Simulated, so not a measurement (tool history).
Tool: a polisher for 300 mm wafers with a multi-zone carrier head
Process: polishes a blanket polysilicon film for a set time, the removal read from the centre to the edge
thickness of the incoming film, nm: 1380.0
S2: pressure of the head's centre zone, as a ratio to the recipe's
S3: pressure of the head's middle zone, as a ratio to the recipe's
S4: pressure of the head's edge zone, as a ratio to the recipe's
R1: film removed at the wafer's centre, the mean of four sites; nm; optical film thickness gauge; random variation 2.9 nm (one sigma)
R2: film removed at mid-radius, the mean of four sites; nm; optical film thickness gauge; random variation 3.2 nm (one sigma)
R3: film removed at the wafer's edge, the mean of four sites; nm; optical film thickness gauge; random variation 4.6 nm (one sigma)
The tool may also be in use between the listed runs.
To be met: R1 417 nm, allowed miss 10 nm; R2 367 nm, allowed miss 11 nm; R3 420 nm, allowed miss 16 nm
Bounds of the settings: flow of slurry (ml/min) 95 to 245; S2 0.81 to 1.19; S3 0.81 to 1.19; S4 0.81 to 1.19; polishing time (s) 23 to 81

run 1 hour=0 | flow_of_slurry_(ml/min)=155 S2=1 S3=1 S4=1 polishing_time_(s)=52 | R1=490.03 R2=503.03 R3=475.97
run 2 hour=4.5 | flow_of_slurry_(ml/min)=175 S2=1 S3=1 S4=1 polishing_time_(s)=52 | R1=497.26 R2=512.29 R3=490.15
run 3 hour=7.2 | flow_of_slurry_(ml/min)=160 S2=1 S3=0.95 S4=1.01 polishing_time_(s)=51 | R1=479.64 R2=477.02 R3=472.47
run 4 hour=12.8 | flow_of_slurry_(ml/min)=160 S2=0.97 S3=0.95 S4=1.01 polishing_time_(s)=51 | R1=465.2 R2=470.16 R3=473.86
run 5 hour=13.4 | flow_of_slurry_(ml/min)=135 S2=0.97 S3=0.95 S4=1.01 polishing_time_(s)=51 | R1=447.5 R2=459.79 R3=465.99
run 6 hour=20 | flow_of_slurry_(ml/min)=115 S2=0.97 S3=0.95 S4=1.01 polishing_time_(s)=51 | R1=439.78 R2=446.57 R3=457.45
run 7 hour=21.6 | flow_of_slurry_(ml/min)=110 S2=0.98 S3=0.92 S4=1 polishing_time_(s)=50 | R1=432.59 R2=424.21 R3=435.32
run 8 hour=28 | flow_of_slurry_(ml/min)=105 S2=0.98 S3=0.89 S4=1.01 polishing_time_(s)=50 | R1=426.88 R2=412.85 R3=449.51
run 9 hour=34.4 | flow_of_slurry_(ml/min)=105 S2=0.99 S3=0.87 S4=1 polishing_time_(s)=49 | R1=424.57 R2=402.44 R3=440.73
run 10 hour=35.8 | flow_of_slurry_(ml/min)=105 S2=1 S3=0.86 S4=1 polishing_time_(s)=48 | R1=414.81 R2=387.23 R3=428.55

Which of these 4 next moves meets every target?
run A hour=37.2 | flow_of_slurry_(ml/min)=100 S2=0.99 S3=0.89 S4=0.94 polishing_time_(s)=50 | R1=? R2=? R3=?
run B hour=37.2 | flow_of_slurry_(ml/min)=110 S2=0.95 S3=0.89 S4=1.05 polishing_time_(s)=49 | R1=? R2=? R3=?
run C hour=37.2 | flow_of_slurry_(ml/min)=95 S2=1.07 S3=0.87 S4=1.07 polishing_time_(s)=46 | R1=? R2=? R3=?
run D hour=37.2 | flow_of_slurry_(ml/min)=95 S2=1 S3=0.9 S4=1.14 polishing_time_(s)=48 | R1=? R2=? R3=?

move=A R1=424.18 R2=406.37 R3=433.23
move=B R1=407.46 R2=404.62 R3=452.75
move=C R1=415.22 R2=363.58 R3=421.91
move=D R1=406.96 R2=390.13 R3=454.45
A: further off than the last run
B: further off than the last run
C: meets every target
D: further off than the last run
Answer: C

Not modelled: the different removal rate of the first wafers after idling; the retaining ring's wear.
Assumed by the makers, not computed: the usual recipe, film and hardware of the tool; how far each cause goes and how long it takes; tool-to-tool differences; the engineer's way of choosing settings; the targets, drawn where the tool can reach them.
